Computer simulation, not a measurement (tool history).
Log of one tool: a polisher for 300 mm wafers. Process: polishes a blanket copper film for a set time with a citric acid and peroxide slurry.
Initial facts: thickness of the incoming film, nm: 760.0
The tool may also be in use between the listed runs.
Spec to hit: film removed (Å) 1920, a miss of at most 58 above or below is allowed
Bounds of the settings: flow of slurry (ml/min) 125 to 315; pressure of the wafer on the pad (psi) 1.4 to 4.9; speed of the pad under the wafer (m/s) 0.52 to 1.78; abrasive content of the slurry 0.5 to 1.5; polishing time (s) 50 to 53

| run | hour | flow of slurry (ml/min) | pressure of the wafer on the pad (psi) | speed of the pad under the wafer (m/s) | abrasive content of the slurry | polishing time (s) | film removed (Å) |
|---|---|---|---|---|---|---|---|
| 1 | 0 | 205 | 3.1 | 1.14 | 1 | 50 | 1465.8 |
| 2 | 5.3 | 205 | 3.1 | 1.14 | 1 | 50 | 1464.3 |
| 3 | 10.1 | 205 | 2.5 | 1.14 | 1 | 50 | 1191.7 |
| 4 | 12.6 | 205 | 2.5 | 1.14 | 1 | 53 | 1236.8 |
| 5 | 19.9 | 205 | 2.5 | 1.14 | 1.15 | 53 | 1295.2 |
| 6 | 24.3 | 210 | 2.8 | 1.14 | 1.15 | 53 | 1461.2 |
| 7 | 29 | 220 | 3 | 1.14 | 1.15 | 53 | 1543.6 |
| 8 | 29.5 | 220 | 3.2 | 1.14 | 1.15 | 53 | 1645 |
| 9 | 33.6 | 220 | 3.2 | 1.14 | 1.15 | 53 | 1675.4 |
| 10 | 37.8 | 220 | 3.3 | 1.14 | 1.15 | 53 | 1710.7 |
| 11 | 40.8 | 220 | 3.4 | 1.14 | 1.15 | 53 | 1757.9 |

Consider the 4 candidate settings below. Which is the only one whose results all fall within their allowed miss of target?
| A | 43.8 | 230 | 3.2 | 1.12 | 1.1 | 52 | ? |
| B | 43.8 | 240 | 3.8 | 1.12 | 1 | 53 | ? |
| C | 43.8 | 160 | 3 | 1.18 | 1.3 | 52 | ? |
| D | 43.8 | 235 | 3.5 | 1.12 | 1.15 | 51 | ? |

| move | film removed (Å) |
|---|---|
| A | 1587.2 |
| B | 1879.8 |
| C | 1518.7 |
| D | 1720.4 |
A: misses by more than the last run did
B: all results in spec
C: misses by more than the last run did
D: misses by more than the last run did
Move B is the one to make.

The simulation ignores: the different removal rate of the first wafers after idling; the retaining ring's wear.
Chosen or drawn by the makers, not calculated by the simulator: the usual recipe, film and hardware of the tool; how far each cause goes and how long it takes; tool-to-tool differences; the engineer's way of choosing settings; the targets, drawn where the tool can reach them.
